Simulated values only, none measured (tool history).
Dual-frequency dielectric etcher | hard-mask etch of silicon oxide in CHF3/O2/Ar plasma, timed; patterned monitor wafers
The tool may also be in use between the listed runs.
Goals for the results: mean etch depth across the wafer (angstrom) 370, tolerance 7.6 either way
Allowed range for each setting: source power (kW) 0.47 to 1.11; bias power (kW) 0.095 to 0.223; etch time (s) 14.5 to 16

| run | day | source power (kW) | bias power (kW) | etch time (s) | mean etch depth across the wafer (angstrom) |
|---|---|---|---|---|---|
| 1 | 0 | 0.79 | 0.159 | 16 | 332.63 |
| 2 | 0.05 | 0.84 | 0.161 | 16 | 339.03 |
| 3 | 0.329 | 0.88 | 0.164 | 16 | 346.49 |
| 4 | 0.525 | 0.76 | 0.164 | 16 | 331.93 |
| 5 | 0.883 | 0.76 | 0.164 | 14.5 | 297.47 |
| 6 | 1.079 | 0.76 | 0.164 | 16 | 329.48 |
| 7 | 1.171 | 0.82 | 0.167 | 16 | 344.69 |
| 8 | 1.217 | 0.85 | 0.168 | 16 | 344.14 |
| 9 | 1.25 | 0.89 | 0.17 | 16 | 353.63 |

4 next moves are on the table. One of them brings every result within its allowed miss. Which?
| A | 1.283 | 0.91 | 0.173 | 15.5 | ? |
| B | 1.283 | 0.99 | 0.169 | 14.5 | ? |
| C | 1.283 | 0.86 | 0.174 | 15.5 | ? |
| D | 1.283 | 0.93 | 0.196 | 16 | ? |

| move | mean etch depth across the wafer (angstrom) |
|---|---|
| A | 346.15 |
| B | 331.66 |
| C | 339.74 |
| D | 373.42 |
A: misses by more than the last run did
B: misses by more than the last run did
C: misses by more than the last run did
D: meets every target
Answer: D
